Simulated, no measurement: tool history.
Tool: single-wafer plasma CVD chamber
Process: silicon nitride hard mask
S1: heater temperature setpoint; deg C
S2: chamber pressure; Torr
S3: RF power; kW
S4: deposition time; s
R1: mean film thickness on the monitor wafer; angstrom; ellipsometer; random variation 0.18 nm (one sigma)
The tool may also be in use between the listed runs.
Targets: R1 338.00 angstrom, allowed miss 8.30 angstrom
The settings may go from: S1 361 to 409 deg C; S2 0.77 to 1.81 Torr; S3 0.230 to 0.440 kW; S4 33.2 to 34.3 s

run,hour,S1,S2,S3,S4,R1
1,0.0,385,1.29,0.335,33.2,386.94
2,8.8,385,1.19,0.330,33.2,370.07
3,15.9,385,1.12,0.325,33.2,360.13
4,23.3,385,1.29,0.325,33.2,379.09
5,25.5,385,1.42,0.325,33.2,390.74
6,31.5,385,1.42,0.295,33.2,369.85
7,38.0,385,1.35,0.290,33.2,362.38
8,44.7,385,1.30,0.285,33.2,354.30
9,46.7,385,1.26,0.285,33.2,352.04
10,52.1,385,1.23,0.285,33.2,346.48
11,56.0,385,1.21,0.285,33.2,347.58

5 next moves are on the table. One of them brings every result within its allowed miss. Which?
A,59.9,373,1.40,0.275,33.2,?
B,59.9,387,1.12,0.265,34.3,?
C,59.9,374,1.15,0.295,34.3,?
D,59.9,387,1.14,0.300,34.2,?
E,59.9,377,1.25,0.290,33.2,?

move,R1
A,355.46
B,331.49
C,356.01
D,355.25
E,351.33
A: further off than the last run
B: meets every target
C: further off than the last run
D: further off than the last run
E: further off than the last run
Answer: B
